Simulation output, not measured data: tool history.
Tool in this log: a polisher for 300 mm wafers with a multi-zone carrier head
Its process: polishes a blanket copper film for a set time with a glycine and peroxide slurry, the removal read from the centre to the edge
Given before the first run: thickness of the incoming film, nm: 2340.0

run,hour,flow of slurry (ml/min),pressure of the head's centre zone,pressure of the head's middle zone,pressure of the head's edge zone,polishing time (s),film removed at the wafer's centre (Å),film removed at mid-radius (Å),film removed at the wafer's edge (Å)
1,0.0,230,1.00,1.00,1.00,35,1834.3,1742.3,1782.6
2,6.1,240,1.01,1.02,1.02,36,1911.6,1839.2,1882.8
3,14.5,240,0.95,1.02,1.02,36,1785.8,1827.4,1886.2
4,21.2,215,0.95,1.02,1.02,36,1751.8,1822.2,1864.0
5,24.1,215,0.89,1.02,1.02,36,1662.4,1836.7,1887.3
6,28.5,225,0.92,1.04,1.03,37,1777.6,1918.3,1937.8

Run 7 has not been measured yet. What should we expect?
7,29.9,230,0.94,1.06,1.05,38,?,?,?

{"run 7": {"film removed at the wafer's centre (Å)": 1858.2, "film removed at mid-radius (Å)": 1995.5, "film removed at the wafer's edge (Å)": 2021.2}}

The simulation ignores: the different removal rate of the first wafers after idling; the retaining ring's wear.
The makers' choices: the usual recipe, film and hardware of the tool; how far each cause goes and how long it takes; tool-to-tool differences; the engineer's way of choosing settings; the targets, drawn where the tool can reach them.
